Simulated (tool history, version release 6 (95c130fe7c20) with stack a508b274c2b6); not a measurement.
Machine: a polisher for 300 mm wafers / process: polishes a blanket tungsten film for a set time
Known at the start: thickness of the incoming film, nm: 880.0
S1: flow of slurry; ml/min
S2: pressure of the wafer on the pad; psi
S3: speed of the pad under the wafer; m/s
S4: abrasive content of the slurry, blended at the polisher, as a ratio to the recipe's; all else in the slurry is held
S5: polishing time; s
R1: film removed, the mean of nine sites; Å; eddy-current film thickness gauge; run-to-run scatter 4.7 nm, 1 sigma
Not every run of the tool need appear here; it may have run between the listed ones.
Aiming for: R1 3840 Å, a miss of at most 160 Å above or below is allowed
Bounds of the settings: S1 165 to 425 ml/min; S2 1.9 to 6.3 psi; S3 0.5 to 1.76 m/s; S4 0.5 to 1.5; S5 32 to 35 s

| run | hour | S1 | S2 | S3 | S4 | S5 | R1 |
|---|---|---|---|---|---|---|---|
| 1 | 0 | 275 | 4.1 | 1.12 | 1 | 35 | 2405.7 |
| 2 | 2.5 | 275 | 4.1 | 1.12 | 0.85 | 35 | 2258.3 |
| 3 | 10.5 | 335 | 4.1 | 1.12 | 0.85 | 35 | 2354 |
| 4 | 16.4 | 335 | 4.1 | 1.12 | 0.95 | 35 | 2438.2 |
| 5 | 17.9 | 375 | 4.1 | 1.12 | 0.95 | 35 | 2461.9 |
| 6 | 20 | 375 | 4.1 | 1.12 | 0.85 | 35 | 2351.9 |
| 7 | 25.5 | 375 | 4.5 | 1.12 | 0.85 | 35 | 2657.5 |
| 8 | 31.8 | 375 | 4.8 | 1.12 | 0.85 | 35 | 2770.4 |
| 9 | 38.2 | 375 | 5.1 | 1.12 | 0.85 | 35 | 2935.3 |
| 10 | 47.2 | 375 | 5.3 | 1.12 | 0.85 | 35 | 3056.7 |
| 11 | 51.8 | 375 | 5.5 | 1.12 | 0.85 | 35 | 3189.3 |
| 12 | 53.9 | 375 | 5.7 | 1.12 | 0.85 | 35 | 3327.1 |
| 13 | 57 | 375 | 5.8 | 1.12 | 0.85 | 35 | 3378.1 |
| 14 | 59.1 | 375 | 5.9 | 1.12 | 0.85 | 35 | 3425.4 |
| 15 | 67.1 | 375 | 6 | 1.12 | 0.85 | 35 | 3517.1 |
| 16 | 75.9 | 375 | 6.1 | 1.12 | 0.85 | 35 | 3528.7 |
| 17 | 77.5 | 380 | 6.2 | 1.14 | 0.85 | 35 | 3577 |

Of the 5 settings listed for the next run, only one would bring every result within its allowed miss of target. Which one?
| A | 79.1 | 425 | 5.6 | 1.02 | 1.05 | 35 | ? |
| B | 79.1 | 370 | 6.3 | 1.06 | 0.8 | 35 | ? |
| C | 79.1 | 380 | 6.3 | 1.16 | 0.6 | 35 | ? |
| D | 79.1 | 425 | 5.8 | 1.02 | 1.1 | 35 | ? |
| E | 79.1 | 365 | 6.3 | 1.3 | 0.6 | 35 | ? |

| move | R1 |
|---|---|
| A | 3127.8 |
| B | 3358.7 |
| C | 3382.7 |
| D | 3274.1 |
| E | 3708.1 |
A: the biggest miss grows against the last run
B: the biggest miss grows against the last run
C: the biggest miss grows against the last run
D: the biggest miss grows against the last run
E: all results in spec
Answer: E
